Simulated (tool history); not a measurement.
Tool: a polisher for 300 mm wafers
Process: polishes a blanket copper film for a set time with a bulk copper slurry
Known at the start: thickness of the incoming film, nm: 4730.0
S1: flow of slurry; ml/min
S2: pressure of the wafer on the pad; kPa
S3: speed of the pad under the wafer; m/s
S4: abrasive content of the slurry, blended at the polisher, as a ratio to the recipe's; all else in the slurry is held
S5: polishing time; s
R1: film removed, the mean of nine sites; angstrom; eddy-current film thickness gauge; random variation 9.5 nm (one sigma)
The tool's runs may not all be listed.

| run | hour | S1 | S2 | S3 | S4 | S5 | R1 |
|---|---|---|---|---|---|---|---|
| 1 | 0.0 | 275 | 16.5 | 1.22 | 1.0 | 89 | 8325.7 |
| 2 | 4.4 | 275 | 17.9 | 1.22 | 1.0 | 89 | 8984.1 |
| 3 | 12.3 | 275 | 20.7 | 1.22 | 1.0 | 89 | 10234.0 |
| 4 | 13.1 | 275 | 21.4 | 1.22 | 1.0 | 89 | 10708.0 |
| 5 | 21.5 | 275 | 21.4 | 0.96 | 1.0 | 89 | 8613.9 |
| 6 | 30.5 | 275 | 21.4 | 1.14 | 1.0 | 89 | 10091.0 |

Forecast run 7:
| 7 | 39.3 | 275 | 22.1 | 1.14 | 1.0 | 89 | ? |

Run 7 gave R1 10372.0 angstrom.

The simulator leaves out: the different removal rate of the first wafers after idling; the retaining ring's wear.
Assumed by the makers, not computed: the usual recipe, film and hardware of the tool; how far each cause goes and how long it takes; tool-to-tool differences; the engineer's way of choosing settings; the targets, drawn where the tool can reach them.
